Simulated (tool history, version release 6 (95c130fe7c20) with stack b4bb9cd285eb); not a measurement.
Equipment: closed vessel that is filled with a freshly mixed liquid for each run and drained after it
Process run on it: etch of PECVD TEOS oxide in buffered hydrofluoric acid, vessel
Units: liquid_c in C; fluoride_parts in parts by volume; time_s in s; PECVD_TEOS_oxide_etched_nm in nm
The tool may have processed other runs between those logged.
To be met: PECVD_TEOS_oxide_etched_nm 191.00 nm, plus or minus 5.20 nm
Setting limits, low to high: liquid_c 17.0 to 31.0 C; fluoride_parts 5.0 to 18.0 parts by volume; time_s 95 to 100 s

run	day	liquid_c	fluoride_parts	time_s	PECVD_TEOS_oxide_etched_nm
1	0.000	23.0	11.0	95	276.96
2	0.121	22.5	11.0	95	266.79
3	0.279	22.0	11.0	95	261.90
4	0.608	23.5	11.0	95	286.87
5	0.908	22.5	11.0	95	271.17
6	1.171	22.5	11.0	100	283.08
7	1.521	22.0	11.0	100	274.74
8	1.629	21.5	11.0	100	270.27
9	1.775	21.0	11.0	100	265.33
10	1.842	21.0	11.0	100	262.33
11	2.088	20.5	11.0	100	254.96
12	2.308	17.0	12.5	100	183.03

Of the 5 settings listed for the next run, only one would bring every result within its allowed miss of target. Which one?
A	2.529	19.0	13.0	100	?
B	2.529	17.5	12.5	100	?
C	2.529	19.0	12.5	100	?
D	2.529	17.0	11.5	100	?
E	2.529	23.0	15.0	95	?

move	PECVD_TEOS_oxide_etched_nm
A	198.92
B	189.87
C	206.72
D	200.22
E	205.18
A: takes the result that was furthest off past its target
B: in spec on every target
C: takes the result that was furthest off past its target
D: takes the result that was furthest off past its target
E: takes the result that was furthest off past its target
Go with B: it meets all targets.
